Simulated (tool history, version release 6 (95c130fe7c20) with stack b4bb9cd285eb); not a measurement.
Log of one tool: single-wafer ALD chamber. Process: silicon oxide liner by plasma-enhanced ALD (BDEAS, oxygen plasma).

| run | hour | heater temperature setpoint (K) | number of ALD cycles (cycles) | mean film thickness on the monitor wafer (Å) |
|---|---|---|---|---|
| 1 | 0 | 588.15 | 37 | 34.357 |
| 2 | 5.5 | 588.15 | 36 | 33.564 |
| 3 | 13.9 | 588.15 | 34 | 31.646 |
| 4 | 22.8 | 588.15 | 29 | 27.038 |
| 5 | 30.6 | 588.15 | 30 | 27.846 |
| 6 | 32.9 | 588.15 | 31 | 28.852 |
| 7 | 33.7 | 588.15 | 31 | 28.908 |

The next listed run, before its measurement:
| 8 | 37.9 | 588.15 | 32 | ? |

Run 8 gave mean film thickness on the monitor wafer (Å) 29.766.
